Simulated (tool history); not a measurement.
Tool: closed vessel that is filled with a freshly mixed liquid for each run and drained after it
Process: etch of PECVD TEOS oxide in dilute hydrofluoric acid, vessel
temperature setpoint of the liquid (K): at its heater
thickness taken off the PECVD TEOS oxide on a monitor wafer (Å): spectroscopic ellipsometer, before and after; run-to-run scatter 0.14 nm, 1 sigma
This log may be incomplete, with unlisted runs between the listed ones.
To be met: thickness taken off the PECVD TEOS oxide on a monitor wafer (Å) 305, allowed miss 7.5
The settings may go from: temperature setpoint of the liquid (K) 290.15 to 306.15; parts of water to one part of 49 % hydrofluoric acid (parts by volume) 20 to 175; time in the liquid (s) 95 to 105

run    day  temperature setpoint of the liquid (K)  parts of water to one part of 49 % hydrofluoric acid (parts by volume)  time in the liquid (s)  thickness taken off the PECVD TEOS oxide on a monitor wafer (Å)
  1      0                                  298.15                                                                      95                      95                                                           229.07
  2  0.342                                  299.15                                                                      95                      95                                                           238.57
  3   0.45                                  299.65                                                                      95                      95                                                           243.32
  4  0.521                                  299.65                                                                     130                      95                                                           172.28
  5   0.65                                  300.65                                                                     125                      95                                                           185.46
  6  0.742                                  301.15                                                                     120                      95                                                           197.36
  7  1.021                                  301.65                                                                     115                      95                                                           210.48
  8  1.208                                  302.15                                                                     110                      95                                                           227.98
  9  1.346                                  302.65                                                                     110                      95                                                           231.48
 10  1.588                                  303.15                                                                     110                      95                                                           235.91

Of the 4 settings listed for the next run, only one would bring every result within its allowed miss of target. Which one?
  A  1.829                                  303.15                                                                      90                     105                                                                ?
  B  1.829                                  304.15                                                                     100                     105                                                                ?
  C  1.829                                  304.65                                                                      90                     105                                                                ?
  D  1.829                                  300.65                                                                      95                      95                                                                ?

move  thickness taken off the PECVD TEOS oxide on a monitor wafer (Å)
   A                                                           326.82
   B                                                              301
   C                                                           345.77
   D                                                           252.87
A: takes the biggest miss from the last run beyond its target
B: in spec on every target
C: takes the biggest miss from the last run beyond its target
D: an improvement on the last run, though not all results are within tolerance
Correct choice: B, which meets every target
